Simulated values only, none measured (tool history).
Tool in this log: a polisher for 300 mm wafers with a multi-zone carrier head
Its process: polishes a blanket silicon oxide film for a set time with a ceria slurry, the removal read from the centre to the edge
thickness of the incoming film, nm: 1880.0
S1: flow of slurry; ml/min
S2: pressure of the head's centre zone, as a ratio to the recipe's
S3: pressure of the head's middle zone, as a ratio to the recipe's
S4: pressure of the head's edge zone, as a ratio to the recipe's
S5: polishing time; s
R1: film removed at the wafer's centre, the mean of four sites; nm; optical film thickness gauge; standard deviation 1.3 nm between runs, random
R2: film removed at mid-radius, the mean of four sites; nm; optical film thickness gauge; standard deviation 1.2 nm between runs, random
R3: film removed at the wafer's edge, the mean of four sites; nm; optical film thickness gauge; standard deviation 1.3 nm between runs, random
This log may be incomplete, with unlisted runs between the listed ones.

run,hour,S1,S2,S3,S4,S5,R1,R2,R3
1,0,155,1,1,1,83,244.6,246.1,246.8
2,7.5,150,0.98,0.98,1,79,223.23,232.54,233.95
3,15.4,150,0.98,1.02,1,79,221.57,233.87,240.53
4,18.3,150,0.98,1.02,1,98,274.44,298.28,291.77
5,21.6,150,0.98,0.95,1,98,280.68,277.28,292.73
6,25,145,0.97,0.94,1,93,255.73,261.26,275.65
7,25.7,140,0.96,0.93,1,88,238.38,238.59,256.77
8,34.7,135,0.95,0.92,1,84,221.3,226.76,248.87
9,39.6,130,0.94,0.91,0.99,80,205.68,210.09,232.46
10,41.7,125,0.93,0.9,0.98,77,194.31,197.8,221.44
11,45.7,120,0.92,0.89,0.97,75,187.59,191.76,210.32
12,52,100,0.84,0.81,1.07,52,109.18,115.41,149.35
# hour 53.8: slurry nozzle cleaned
13,53.8,145,0.89,0.84,1.04,50,136.83,136.08,159.17

Expected results for the next run?
14,62.7,135,0.88,0.84,1.05,51,?,?,?

R1: 135.48 nm
R2: 134.71 nm
R3: 158.85 nm

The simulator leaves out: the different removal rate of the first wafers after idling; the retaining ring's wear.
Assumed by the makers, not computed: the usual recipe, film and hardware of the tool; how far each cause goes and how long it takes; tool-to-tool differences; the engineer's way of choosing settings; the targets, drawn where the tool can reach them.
